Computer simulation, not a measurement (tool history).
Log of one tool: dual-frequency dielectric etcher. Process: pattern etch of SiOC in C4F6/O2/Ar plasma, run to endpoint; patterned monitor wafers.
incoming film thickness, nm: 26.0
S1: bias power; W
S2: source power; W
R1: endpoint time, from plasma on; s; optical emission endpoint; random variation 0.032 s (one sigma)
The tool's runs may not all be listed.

run 1 hour=0 | S1=440 S2=240 | R1=10.844
run 2 hour=7.2 | S1=471 S2=240 | R1=10.553
run 3 hour=9.9 | S1=471 S2=210 | R1=11.229
run 4 hour=15.1 | S1=539 S2=210 | R1=10.568
run 5 hour=23.9 | S1=557 S2=220 | R1=10.153
run 6 hour=28.2 | S1=557 S2=200 | R1=10.67
run 7 hour=29.3 | S1=571 S2=210 | R1=10.332
run 8 hour=35.2 | S1=582 S2=220 | R1=9.9988
run 9 hour=39.3 | S1=590 S2=230 | R1=9.6479

Run 10 comes next. What will it give?
run 10 hour=42.5 | S1=596 S2=240 | R1=?

{"run 10": {"R1": 9.4108}}
